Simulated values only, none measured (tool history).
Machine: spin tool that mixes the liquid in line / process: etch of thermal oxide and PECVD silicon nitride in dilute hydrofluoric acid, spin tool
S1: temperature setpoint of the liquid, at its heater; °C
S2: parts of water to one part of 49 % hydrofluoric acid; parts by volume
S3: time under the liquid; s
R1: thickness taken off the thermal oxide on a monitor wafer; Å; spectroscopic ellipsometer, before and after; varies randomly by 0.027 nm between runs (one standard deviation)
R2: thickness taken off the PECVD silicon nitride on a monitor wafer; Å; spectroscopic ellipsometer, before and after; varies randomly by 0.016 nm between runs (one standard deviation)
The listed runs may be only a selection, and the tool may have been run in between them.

run 1 hour=0.0 | S1=21.0 S2=40 S3=50 | R1=62.156 R2=27.213
run 2 hour=4.6 | S1=21.0 S2=40 S3=65 | R1=81.681 R2=36.215
run 3 hour=10.5 | S1=21.0 S2=45 S3=65 | R1=71.607 R2=31.257
run 4 hour=14.5 | S1=23.5 S2=45 S3=65 | R1=79.133 R2=37.014
run 5 hour=18.6 | S1=21.0 S2=45 S3=65 | R1=71.618 R2=31.255
run 6 hour=26.3 | S1=21.0 S2=35 S3=65 | R1=93.489 R2=39.692

What does the tool deliver on the next run?
run 7 hour=31.2 | S1=19.0 S2=50 S3=55 | R1=? R2=?

{"run 7": {"R1": 50.102, "R2": 21.016}}
